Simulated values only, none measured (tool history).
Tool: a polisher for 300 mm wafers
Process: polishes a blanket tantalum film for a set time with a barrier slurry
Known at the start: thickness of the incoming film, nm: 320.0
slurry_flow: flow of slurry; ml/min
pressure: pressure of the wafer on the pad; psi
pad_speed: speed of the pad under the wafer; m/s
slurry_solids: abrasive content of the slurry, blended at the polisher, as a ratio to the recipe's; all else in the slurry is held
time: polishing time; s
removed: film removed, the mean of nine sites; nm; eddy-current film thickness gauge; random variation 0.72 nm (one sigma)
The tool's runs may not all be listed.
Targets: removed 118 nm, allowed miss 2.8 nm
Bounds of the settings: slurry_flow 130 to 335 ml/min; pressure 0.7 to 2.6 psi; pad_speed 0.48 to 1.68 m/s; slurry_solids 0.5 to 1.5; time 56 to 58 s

Run 1, hour 0: slurry_flow 215 ml/min, pressure 1.6 psi, pad_speed 1.08 m/s, slurry_solids 1, time 56 s. Result: removed 82.586 nm.
Run 2, hour 6.5: slurry_flow 225 ml/min, pressure 1.8 psi, pad_speed 1.08 m/s, slurry_solids 1, time 56 s. Result: removed 92.047 nm.
Run 3, hour 15.4: slurry_flow 225 ml/min, pressure 1.9 psi, pad_speed 1.08 m/s, slurry_solids 1, time 56 s. Result: removed 96.358 nm.
Run 4, hour 24.4: slurry_flow 225 ml/min, pressure 1.9 psi, pad_speed 0.88 m/s, slurry_solids 1, time 56 s. Result: removed 81.362 nm.
Run 5, hour 26.4: slurry_flow 230 ml/min, pressure 2.1 psi, pad_speed 0.88 m/s, slurry_solids 1, time 56 s. Result: removed 89.172 nm.
Run 6, hour 28.8: slurry_flow 230 ml/min, pressure 2.2 psi, pad_speed 0.88 m/s, slurry_solids 1, time 56 s. Result: removed 93.205 nm.
Run 7, hour 35: slurry_flow 235 ml/min, pressure 2.3 psi, pad_speed 0.9 m/s, slurry_solids 1, time 56 s. Result: removed 98.775 nm.
Run 8, hour 41.4: slurry_flow 235 ml/min, pressure 2.4 psi, pad_speed 0.92 m/s, slurry_solids 1, time 56 s. Result: removed 105.97 nm.
Run 9, hour 45.8: slurry_flow 235 ml/min, pressure 2.5 psi, pad_speed 0.92 m/s, slurry_solids 1, time 56 s. Result: removed 108.9 nm.

Which of these 4 next moves meets every target?
Run A, hour 50.2: slurry_flow 250 ml/min, pressure 2.6 psi, pad_speed 0.92 m/s, slurry_solids 0.95, time 58 s. Result: removed ?.
Run B, hour 50.2: slurry_flow 260 ml/min, pressure 2.1 psi, pad_speed 1.12 m/s, slurry_solids 0.9, time 58 s. Result: removed ?.
Run C, hour 50.2: slurry_flow 225 ml/min, pressure 2.3 psi, pad_speed 0.96 m/s, slurry_solids 1, time 58 s. Result: removed ?.
Run D, hour 50.2: slurry_flow 260 ml/min, pressure 2.3 psi, pad_speed 1.06 m/s, slurry_solids 0.9, time 56 s. Result: removed ?.

move  removed
   A   117.52
   B   113.92
   C      109
   D   113.98
A: meets every target
B: nearer than the last run, and not there yet
C: as far off as the last run
D: nearer than the last run, and not there yet
Answer: A

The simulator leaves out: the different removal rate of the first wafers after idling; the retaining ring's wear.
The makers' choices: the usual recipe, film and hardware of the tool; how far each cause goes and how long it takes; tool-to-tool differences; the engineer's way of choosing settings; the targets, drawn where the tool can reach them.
